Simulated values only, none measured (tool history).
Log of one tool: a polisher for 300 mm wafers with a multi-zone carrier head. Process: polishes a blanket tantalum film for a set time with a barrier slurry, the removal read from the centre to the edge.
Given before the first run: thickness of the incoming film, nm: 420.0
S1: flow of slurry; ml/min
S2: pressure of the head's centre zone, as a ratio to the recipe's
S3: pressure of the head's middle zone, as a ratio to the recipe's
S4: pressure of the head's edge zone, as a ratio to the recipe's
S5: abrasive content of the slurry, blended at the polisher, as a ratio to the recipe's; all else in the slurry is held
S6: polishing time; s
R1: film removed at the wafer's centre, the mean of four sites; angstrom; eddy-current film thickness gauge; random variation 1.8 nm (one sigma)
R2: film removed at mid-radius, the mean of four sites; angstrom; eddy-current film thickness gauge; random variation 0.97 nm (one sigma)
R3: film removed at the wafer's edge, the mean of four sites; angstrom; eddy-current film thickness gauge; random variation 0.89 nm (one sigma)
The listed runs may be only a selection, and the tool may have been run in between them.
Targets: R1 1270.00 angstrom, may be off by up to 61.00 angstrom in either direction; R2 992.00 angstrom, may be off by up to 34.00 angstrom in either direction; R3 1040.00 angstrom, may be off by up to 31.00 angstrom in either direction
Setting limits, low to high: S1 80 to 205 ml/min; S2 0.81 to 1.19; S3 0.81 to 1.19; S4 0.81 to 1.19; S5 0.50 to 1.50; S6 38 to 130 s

run  hour   S1    S2    S3    S4    S5  S6       R1      R2       R3
  1   0.0  135  1.00  1.00  1.00  1.00  84   828.87  824.03   831.42
  2   7.6  135  1.00  1.00  0.96  1.00  84   843.00  821.56   804.57
  3  12.7  135  1.00  1.00  0.96  1.00  70   706.11  676.23   681.04
  4  16.2  145  1.04  0.99  0.98  1.10  73   800.28  747.91   731.90
  5  18.0  145  1.04  0.99  0.98  1.10  91   986.78  936.44   903.76
  6  25.3  150  1.07  0.97  1.01  1.15  91  1033.10  918.55   947.84
  7  30.8  160  1.10  0.97  1.02  1.20  91  1071.80  934.19   973.05
  8  36.5  165  1.12  0.97  1.02  1.25  91  1124.80  955.12   959.68
     44.7  -- edge zone pressure recalibrated
  9  44.7  170  1.13  0.97  1.03  1.30  91  1157.60  955.99  1026.60

Which of these 5 next moves meets every target?
  A  52.9  165  1.13  1.01  1.03  1.20  104   ?   ?   ?
  B  52.9  165  1.19  0.94  0.96  1.00  104   ?   ?   ?
  C  52.9  145  1.19  0.96  0.84  1.35   97   ?   ?   ?
  D  52.9  205  1.19  0.94  0.95  1.20  108   ?   ?   ?
  E  52.9  180  1.19  1.09  0.87  1.20   97   ?   ?   ?

move       R1       R2       R3
   A  1239.90  1097.60  1143.80
   B  1251.50   990.29  1060.80
   C  1226.90   990.09   984.18
   D  1395.10  1100.50  1165.00
   E  1233.30  1103.70   991.75
A: the furthest-off result lands on target, but another misses its tolerance
B: hits every target within its allowed miss
C: the furthest-off result lands on target, but another misses its tolerance
D: carries the result that was furthest off beyond its target, to the other side
E: the furthest-off result lands on target, but another misses its tolerance
Move B is the one to make.
